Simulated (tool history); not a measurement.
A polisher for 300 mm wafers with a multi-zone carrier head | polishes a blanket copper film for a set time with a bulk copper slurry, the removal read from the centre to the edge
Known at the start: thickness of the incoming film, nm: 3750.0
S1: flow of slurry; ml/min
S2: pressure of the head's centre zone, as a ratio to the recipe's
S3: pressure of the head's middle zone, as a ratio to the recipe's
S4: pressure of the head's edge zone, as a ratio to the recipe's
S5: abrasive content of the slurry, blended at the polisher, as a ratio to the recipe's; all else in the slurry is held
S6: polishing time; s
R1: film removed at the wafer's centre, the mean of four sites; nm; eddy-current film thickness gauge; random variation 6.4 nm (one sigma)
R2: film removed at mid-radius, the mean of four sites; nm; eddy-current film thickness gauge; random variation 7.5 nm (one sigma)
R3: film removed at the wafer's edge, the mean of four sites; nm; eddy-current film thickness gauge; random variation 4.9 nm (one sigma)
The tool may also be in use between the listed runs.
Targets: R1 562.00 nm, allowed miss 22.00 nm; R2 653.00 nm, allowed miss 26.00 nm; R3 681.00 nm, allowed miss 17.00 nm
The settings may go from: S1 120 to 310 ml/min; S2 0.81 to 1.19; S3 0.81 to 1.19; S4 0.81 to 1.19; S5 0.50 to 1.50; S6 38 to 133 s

run 1 hour=0.0 | S1=200 S2=1.00 S3=1.00 S4=1.00 S5=1.00 S6=85 | R1=671.65 R2=674.87 R3=669.02
run 2 hour=5.8 | S1=200 S2=1.00 S3=0.97 S4=1.00 S5=1.00 S6=85 | R1=675.30 R2=658.08 R3=675.07
run 3 hour=9.2 | S1=200 S2=1.00 S3=0.90 S4=1.00 S5=1.00 S6=85 | R1=660.43 R2=616.53 R3=672.48
run 4 hour=17.8 | S1=195 S2=0.98 S3=0.91 S4=1.00 S5=1.00 S6=85 | R1=660.30 R2=613.78 R3=669.46
run 5 hour=24.9 | S1=200 S2=0.96 S3=0.93 S4=1.02 S5=1.00 S6=85 | R1=642.65 R2=618.08 R3=672.51
run 6 hour=31.9 | S1=200 S2=0.96 S3=0.93 S4=1.08 S5=1.00 S6=85 | R1=658.28 R2=627.44 R3=688.00
run 7 hour=35.1 | S1=195 S2=0.94 S3=0.94 S4=1.08 S5=1.00 S6=85 | R1=637.53 R2=625.96 R3=691.21
run 8 hour=44.1 | S1=190 S2=0.93 S3=0.95 S4=1.08 S5=1.00 S6=85 | R1=634.36 R2=633.37 R3=690.06

4 next moves are on the table. One of them brings every result within its allowed miss. Which?
run A hour=53.1 | S1=225 S2=0.81 S3=0.96 S4=1.00 S5=1.00 S6=85 | R1=? R2=? R3=?
run B hour=53.1 | S1=195 S2=0.90 S3=0.97 S4=1.04 S5=1.00 S6=85 | R1=? R2=? R3=?
run C hour=53.1 | S1=165 S2=0.85 S3=1.11 S4=1.13 S5=1.15 S6=82 | R1=? R2=? R3=?
run D hour=53.1 | S1=215 S2=0.82 S3=1.08 S4=1.09 S5=0.90 S6=84 | R1=? R2=? R3=?

move=A R1=559.83 R2=657.47 R3=679.99
move=B R1=603.00 R2=651.81 R3=681.04
move=C R1=552.12 R2=705.08 R3=680.49
move=D R1=547.89 R2=703.01 R3=679.26
A: meets every target
B: nearer than the last run, and not there yet
C: brings the result that was furthest off to its target, and leaves another outside
D: brings the result that was furthest off to its target, and leaves another outside
Move A is the one to make.

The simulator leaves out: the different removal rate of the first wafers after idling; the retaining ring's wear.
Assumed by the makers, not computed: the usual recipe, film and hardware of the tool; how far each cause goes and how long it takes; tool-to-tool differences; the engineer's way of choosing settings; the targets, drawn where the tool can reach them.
